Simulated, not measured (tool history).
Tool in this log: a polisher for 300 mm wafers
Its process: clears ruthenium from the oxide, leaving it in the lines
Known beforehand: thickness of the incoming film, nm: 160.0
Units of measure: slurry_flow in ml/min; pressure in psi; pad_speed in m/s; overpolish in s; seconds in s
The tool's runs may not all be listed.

| run | hour | slurry_flow | pressure | pad_speed | overpolish | seconds |
|---|---|---|---|---|---|---|
| 1 | 0 | 290 | 2.5 | 1.16 | 40 | 101.98 |
| 2 | 8.5 | 290 | 2.5 | 1.32 | 40 | 98.678 |
| 3 | 16.2 | 290 | 2.5 | 1.2 | 40 | 100.14 |
| 4 | 20.8 | 290 | 2.3 | 1.16 | 40 | 108.95 |
| 5 | 21.5 | 290 | 2.3 | 1.16 | 42 | 109.03 |
| 6 | 23.4 | 285 | 2.1 | 1.1 | 42 | 121.64 |
| 7 | 24.4 | 285 | 2 | 1.06 | 42 | 125.72 |

Estimate the outcome of run 8 from the log above:
| 8 | 29.3 | 285 | 1.9 | 1 | 42 | ? |

{"run 8": {"seconds": 135}}
